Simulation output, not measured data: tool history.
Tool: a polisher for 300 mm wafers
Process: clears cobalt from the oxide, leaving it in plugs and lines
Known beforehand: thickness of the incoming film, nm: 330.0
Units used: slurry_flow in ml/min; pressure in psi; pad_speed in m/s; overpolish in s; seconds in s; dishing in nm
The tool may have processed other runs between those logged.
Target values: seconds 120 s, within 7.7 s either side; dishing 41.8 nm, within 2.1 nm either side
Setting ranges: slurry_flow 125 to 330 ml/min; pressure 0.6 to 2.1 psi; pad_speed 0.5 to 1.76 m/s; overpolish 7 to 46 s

run,hour,slurry_flow,pressure,pad_speed,overpolish,seconds,dishing
1,0,210,1.3,1.12,24,78.083,55.395
2,7.7,210,1.3,1.12,33,81.922,64.253
3,12.3,210,1.2,1.1,30,87.323,58.672
4,17.4,210,1.1,1.1,28,93.884,53.658
5,23.3,210,1.1,1.1,33,95.645,58.639
6,30.2,210,1,1.1,30,102.55,55.757
7,35.6,210,1,1.08,27,105.07,50.18
# hour 36.6: head pressure recalibrated
8,36.6,210,0.8,1.06,22,119,39.457

Exactly one of the 4 candidate moves below puts every result within its allowed miss. Which one?
A,37.6,170,0.8,1.18,19,?,?
B,37.6,235,0.8,1.1,18,?,?
C,37.6,215,1,0.86,23,?,?
D,37.6,205,0.8,1.12,20,?,?

move,seconds,dishing
A,113.68,38.046
B,117.16,35.785
C,121.18,41.675
D,116.87,38.72
A: further off than the last run
B: further off than the last run
C: meets every target
D: further off than the last run
C is the move that brings every result within its allowed miss.
